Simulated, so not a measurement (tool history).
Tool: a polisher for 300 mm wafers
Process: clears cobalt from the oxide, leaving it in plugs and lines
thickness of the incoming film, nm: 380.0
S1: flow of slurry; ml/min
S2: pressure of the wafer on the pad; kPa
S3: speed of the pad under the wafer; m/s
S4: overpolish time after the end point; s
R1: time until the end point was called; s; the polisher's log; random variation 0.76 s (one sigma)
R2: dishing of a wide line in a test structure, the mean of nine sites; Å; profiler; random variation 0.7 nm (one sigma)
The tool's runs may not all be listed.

run    day   S1    S2    S3  S4      R1      R2
  1  0.000  300  11.7  1.10  22  66.263  406.28
  2  0.192  300  11.7  1.10  28  68.702  408.24
  3  0.358  300  12.4  1.10  26  62.167  418.26
  4  0.650  300  12.4  1.10  21  63.486  399.52
  5  1.017  300  12.4  1.10  12  62.154  341.37
  6  1.358  300  12.4  1.22  12  56.210  356.75

Forecast run 7:
  7  1.592  300  12.4  1.22  15   ?   ?

Run 7 gave R1 58.639 s, R2 381.77 Å.
